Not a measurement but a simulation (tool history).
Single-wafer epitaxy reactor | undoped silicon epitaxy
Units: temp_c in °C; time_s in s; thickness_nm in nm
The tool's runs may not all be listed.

| run | hour | temp_c | time_s | thickness_nm |
|---|---|---|---|---|
| 1 | 0 | 670 | 350 | 91.582 |
| 2 | 2.6 | 672 | 350 | 94.596 |
| 3 | 7.3 | 666 | 350 | 84.441 |
| 4 | 10.4 | 660 | 350 | 75.343 |
| 5 | 19.1 | 663 | 351 | 79.496 |
| 6 | 25.7 | 666 | 352 | 85.262 |
|  | 34.1 | pyrometer calibrated |
| 7 | 34.1 | 666 | 352 | 77.819 |
| 8 | 40.6 | 678 | 357 | 98.739 |

Run 9 comes next. What will it give?
| 9 | 45.1 | 680 | 358 | ? |

Run 9 gave thickness_nm 102.92 nm.

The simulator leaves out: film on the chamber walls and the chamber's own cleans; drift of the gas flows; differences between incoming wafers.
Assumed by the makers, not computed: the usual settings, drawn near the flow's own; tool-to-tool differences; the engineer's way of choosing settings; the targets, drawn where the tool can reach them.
